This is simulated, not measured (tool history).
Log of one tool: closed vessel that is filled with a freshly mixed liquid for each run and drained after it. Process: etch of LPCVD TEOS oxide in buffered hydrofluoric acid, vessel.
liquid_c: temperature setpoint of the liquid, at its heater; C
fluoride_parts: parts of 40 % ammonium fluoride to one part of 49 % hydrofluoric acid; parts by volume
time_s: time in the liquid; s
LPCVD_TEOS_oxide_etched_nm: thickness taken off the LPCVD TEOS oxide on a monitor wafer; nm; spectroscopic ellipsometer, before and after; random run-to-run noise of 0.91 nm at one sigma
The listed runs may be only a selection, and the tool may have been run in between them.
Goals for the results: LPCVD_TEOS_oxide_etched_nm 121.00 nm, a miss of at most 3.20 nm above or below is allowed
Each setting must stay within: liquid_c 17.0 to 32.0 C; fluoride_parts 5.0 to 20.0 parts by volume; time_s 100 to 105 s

run,hour,liquid_c,fluoride_parts,time_s,LPCVD_TEOS_oxide_etched_nm
1,0.0,24.0,12.0,100,190.85
2,4.9,22.0,12.5,100,162.27
3,6.0,20.5,12.5,100,152.32
4,12.4,19.5,12.5,100,142.57
5,15.7,19.0,12.5,100,138.51
6,18.5,19.0,16.0,100,109.18
7,21.8,19.0,16.0,100,109.49
8,28.6,19.5,16.0,100,111.20
9,36.3,20.0,16.0,100,115.53

Pick the move, out of 4, that brings all results within their allowed miss; only one does.
A,44.0,21.5,16.5,105,?
B,44.0,22.5,17.5,100,?
C,44.0,21.0,19.5,105,?
D,44.0,20.0,17.0,100,?

move,LPCVD_TEOS_oxide_etched_nm
A,128.26
B,121.83
C,105.78
D,109.08
A: takes the biggest miss from the last run beyond its target
B: all results land within tolerance of their targets
C: its largest miss is bigger than the last run's
D: its largest miss is bigger than the last run's
The move that meets every target is B.
